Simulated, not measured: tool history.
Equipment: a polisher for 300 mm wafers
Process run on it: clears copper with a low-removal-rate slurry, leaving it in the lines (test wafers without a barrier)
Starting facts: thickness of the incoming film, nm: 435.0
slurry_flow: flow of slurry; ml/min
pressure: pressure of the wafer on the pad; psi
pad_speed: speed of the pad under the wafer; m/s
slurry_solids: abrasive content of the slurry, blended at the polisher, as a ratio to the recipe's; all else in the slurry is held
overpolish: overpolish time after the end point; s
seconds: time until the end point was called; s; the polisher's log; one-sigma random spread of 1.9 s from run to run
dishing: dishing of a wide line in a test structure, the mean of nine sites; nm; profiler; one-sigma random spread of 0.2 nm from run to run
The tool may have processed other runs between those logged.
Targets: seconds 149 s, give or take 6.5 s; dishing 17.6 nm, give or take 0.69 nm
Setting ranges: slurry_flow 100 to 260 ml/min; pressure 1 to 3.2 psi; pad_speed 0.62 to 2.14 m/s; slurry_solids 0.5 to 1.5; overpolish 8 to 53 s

| run | hour | slurry_flow | pressure | pad_speed | slurry_solids | overpolish | seconds | dishing |
|---|---|---|---|---|---|---|---|---|
| 1 | 0 | 165 | 2.1 | 1.38 | 1 | 27 | 192.09 | 41.385 |
| 2 | 4.1 | 190 | 2.1 | 1.38 | 1 | 27 | 186.04 | 41.322 |
| 3 | 5.6 | 190 | 2.1 | 1.38 | 0.85 | 27 | 194.97 | 40.203 |
| 4 | 14.4 | 190 | 2.1 | 1.5 | 0.85 | 27 | 177.05 | 42.812 |
| 5 | 21.1 | 190 | 2.1 | 1.72 | 0.85 | 27 | 158.42 | 48.921 |
| 6 | 26.3 | 215 | 2.2 | 1.4 | 1.05 | 21 | 171.45 | 37.374 |
|  | 31.4 | slurry blender recalibrated |
| 7 | 31.4 | 215 | 2.2 | 1.4 | 1.05 | 21 | 161.83 | 39.189 |
| 8 | 39.4 | 230 | 2 | 1.38 | 1.05 | 17 | 177.52 | 29.552 |
| 9 | 40.4 | 240 | 1.7 | 1.62 | 1 | 14 | 177.93 | 23.882 |
| 10 | 41.2 | 245 | 1.5 | 1.78 | 1.1 | 12 | 179.69 | 21.085 |
| 11 | 43.9 | 250 | 1.4 | 1.9 | 1.25 | 11 | 177.15 | 20.404 |
| 12 | 50.7 | 255 | 1.4 | 1.98 | 1 | 10 | 177.6 | 17.877 |
| 13 | 52.9 | 255 | 1.5 | 2.04 | 0.9 | 9 | 167.54 | 17.591 |
| 14 | 60.8 | 255 | 1.6 | 2.08 | 0.85 | 9 | 160.93 | 18.734 |
| 15 | 67.3 | 255 | 1.7 | 2.1 | 0.75 | 9 | 152.35 | 19.348 |
| 16 | 74.1 | 255 | 1.7 | 2.12 | 0.65 | 9 | 160.25 | 18.681 |
| 17 | 82.3 | 255 | 1.6 | 2.12 | 0.75 | 9 | 157.71 | 18.49 |
| 18 | 85.8 | 215 | 1.3 | 2.14 | 1 | 8 | 182.42 | 14.513 |
| 19 | 87.6 | 215 | 1.4 | 2.14 | 0.95 | 8 | 173.28 | 15.372 |
| 20 | 93 | 205 | 1.5 | 2.14 | 0.9 | 8 | 163.65 | 16.292 |

Exactly one of the 4 candidate moves below puts every result within its allowed miss. Which one?
| A | 98.4 | 205 | 1.3 | 2.14 | 0.85 | 10 | ? | ? |
| B | 98.4 | 170 | 1.4 | 2.06 | 1.1 | 8 | ? | ? |
| C | 98.4 | 195 | 1.4 | 2.1 | 0.85 | 8 | ? | ? |
| D | 98.4 | 230 | 1.7 | 2.1 | 0.85 | 8 | ? | ? |

| move | seconds | dishing |
|---|---|---|
| A | 193.09 | 17.208 |
| B | 177.18 | 15.225 |
| C | 184.29 | 14.682 |
| D | 150.13 | 17.849 |
A: the biggest miss grows against the last run
B: the biggest miss grows against the last run
C: the biggest miss grows against the last run
D: each result inside its tolerance
Correct choice: D, which meets every target
